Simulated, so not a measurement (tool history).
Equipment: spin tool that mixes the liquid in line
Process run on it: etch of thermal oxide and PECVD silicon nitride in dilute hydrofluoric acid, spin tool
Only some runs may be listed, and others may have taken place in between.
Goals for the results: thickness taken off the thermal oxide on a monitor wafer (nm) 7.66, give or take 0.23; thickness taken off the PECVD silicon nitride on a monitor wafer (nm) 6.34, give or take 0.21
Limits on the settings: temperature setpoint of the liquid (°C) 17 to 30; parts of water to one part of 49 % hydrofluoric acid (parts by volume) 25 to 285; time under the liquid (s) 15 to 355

run    day  temperature setpoint of the liquid (°C)  parts of water to one part of 49 % hydrofluoric acid (parts by volume)  time under the liquid (s)  thickness taken off the thermal oxide on a monitor wafer (nm)  thickness taken off the PECVD silicon nitride on a monitor wafer (nm)
  1      0                                       22                                                                     155                        180                                                         5.4847                                                                 4.5526
  2  0.221                                     19.5                                                                     155                        180                                                         5.0318                                                                 3.8225
  3  0.396                                     19.5                                                                     180                        180                                                         4.2053                                                                 3.3464
  4  0.667                                       21                                                                     180                        180                                                         4.4784                                                                 3.6133
  5  0.938                                       22                                                                     160                        180                                                         5.3499                                                                 4.3702
  6  1.129                                     22.5                                                                     150                        175                                                          5.663                                                                 4.6297
  7  1.162                                       23                                                                     140                        170                                                         6.0727                                                                  5.017
  8  1.262                                     24.5                                                                     105                        160                                                         8.5025                                                                 6.8757
  9  1.479                                     24.5                                                                     110                        160                                                         8.0842                                                                 6.6398

Below are 5 possible settings for the next run. Only one of them brings all results inside the allowed miss of their targets. Which is it?
  A  1.696                                     28.5                                                                     150                        190                                                              ?                                                                      ?
  B  1.696                                       21                                                                      75                        135                                                              ?                                                                      ?
  C  1.696                                       27                                                                     145                        180                                                              ?                                                                      ?
  D  1.696                                       28                                                                     130                        160                                                              ?                                                                      ?
  E  1.696                                     26.5                                                                      85                        105                                                              ?                                                                      ?

move  thickness taken off the thermal oxide on a monitor wafer (nm)  thickness taken off the PECVD silicon nitride on a monitor wafer (nm)
   A                                                         7.7573                                                                  7.591
   B                                                         9.0228                                                                 6.5709
   C                                                         7.2386                                                                 6.7748
   D                                                         7.5913                                                                  7.155
   E                                                         7.6316                                                                 6.5179
A: gets the furthest-off result to its target, but another result is out of tolerance
B: moves away from the targets compared with the last run
C: takes the biggest miss from the last run beyond its target
D: gets the furthest-off result to its target, but another result is out of tolerance
E: meets every target
Correct choice: E, which meets every target
